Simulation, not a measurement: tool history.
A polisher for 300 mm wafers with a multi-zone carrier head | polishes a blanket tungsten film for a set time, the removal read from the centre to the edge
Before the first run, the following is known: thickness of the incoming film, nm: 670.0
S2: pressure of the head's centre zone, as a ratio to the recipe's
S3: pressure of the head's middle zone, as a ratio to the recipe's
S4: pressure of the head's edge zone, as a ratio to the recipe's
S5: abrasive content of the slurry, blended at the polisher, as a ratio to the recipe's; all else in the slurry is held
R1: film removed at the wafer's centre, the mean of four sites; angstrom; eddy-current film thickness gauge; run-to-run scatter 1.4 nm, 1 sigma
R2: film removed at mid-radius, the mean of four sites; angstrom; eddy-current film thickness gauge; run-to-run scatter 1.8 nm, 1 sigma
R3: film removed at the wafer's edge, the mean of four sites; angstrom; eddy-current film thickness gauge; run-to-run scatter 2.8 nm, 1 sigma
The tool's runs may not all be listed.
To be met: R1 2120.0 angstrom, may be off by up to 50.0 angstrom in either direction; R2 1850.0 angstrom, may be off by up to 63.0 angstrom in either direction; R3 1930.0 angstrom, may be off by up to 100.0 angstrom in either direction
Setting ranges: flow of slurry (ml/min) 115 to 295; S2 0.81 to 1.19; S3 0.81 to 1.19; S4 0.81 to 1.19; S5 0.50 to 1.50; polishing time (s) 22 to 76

run 1 hour=0.0 | flow_of_slurry_(ml/min)=190 S2=1.00 S3=1.00 S4=1.00 S5=1.00 polishing_time_(s)=49 | R1=2729.8 R2=2745.4 R3=2759.1
run 2 hour=6.4 | flow_of_slurry_(ml/min)=190 S2=1.00 S3=0.98 S4=0.97 S5=0.90 polishing_time_(s)=48 | R1=2599.3 R2=2578.1 R3=2588.4
run 3 hour=8.6 | flow_of_slurry_(ml/min)=185 S2=1.00 S3=0.96 S4=0.95 S5=0.85 polishing_time_(s)=47 | R1=2467.9 R2=2365.5 R3=2436.8
run 4 hour=10.6 | flow_of_slurry_(ml/min)=185 S2=0.94 S3=0.96 S4=0.95 S5=0.85 polishing_time_(s)=47 | R1=2354.4 R2=2384.8 R3=2498.4
run 5 hour=12.2 | flow_of_slurry_(ml/min)=180 S2=0.95 S3=0.95 S4=0.93 S5=0.80 polishing_time_(s)=47 | R1=2298.5 R2=2355.5 R3=2402.0
run 6 hour=20.5 | flow_of_slurry_(ml/min)=180 S2=0.95 S3=0.95 S4=0.93 S5=0.90 polishing_time_(s)=47 | R1=2372.8 R2=2375.6 R3=2416.7
run 7 hour=29.2 | flow_of_slurry_(ml/min)=175 S2=0.95 S3=0.93 S4=0.91 S5=0.90 polishing_time_(s)=47 | R1=2351.9 R2=2331.6 R3=2489.5
-- hour=33.8 slurry nozzle cleaned
run 8 hour=33.8 | flow_of_slurry_(ml/min)=180 S2=0.97 S3=0.92 S4=0.90 S5=0.85 polishing_time_(s)=46 | R1=2454.2 R2=2355.8 R3=2438.1
run 9 hour=42.0 | flow_of_slurry_(ml/min)=175 S2=0.98 S3=0.91 S4=0.90 S5=0.80 polishing_time_(s)=45 | R1=2362.6 R2=2283.9 R3=2355.4

Below are 4 possible settings for the next run. Only one of them brings all results inside the allowed miss of their targets. Which is it?
run A hour=50.2 | flow_of_slurry_(ml/min)=220 S2=0.93 S3=0.84 S4=0.91 S5=0.70 polishing_time_(s)=42 | R1=? R2=? R3=?
run B hour=50.2 | flow_of_slurry_(ml/min)=160 S2=0.86 S3=1.04 S4=0.90 S5=0.75 polishing_time_(s)=50 | R1=? R2=? R3=?
run C hour=50.2 | flow_of_slurry_(ml/min)=205 S2=1.07 S3=0.92 S4=0.83 S5=0.70 polishing_time_(s)=39 | R1=? R2=? R3=?
run D hour=50.2 | flow_of_slurry_(ml/min)=185 S2=1.08 S3=0.92 S4=0.96 S5=0.90 polishing_time_(s)=35 | R1=? R2=? R3=?

move=A R1=2104.1 R2=2013.5 R3=2140.8
move=B R1=2224.6 R2=2706.9 R3=2477.7
move=C R1=2218.5 R2=1975.5 R3=1908.6
move=D R1=2103.2 R2=1859.1 R3=1899.9
A: closer than the last run, but not yet in spec
B: the biggest miss grows against the last run
C: closer than the last run, but not yet in spec
D: each result inside its tolerance
D is the move that brings every result within its allowed miss.
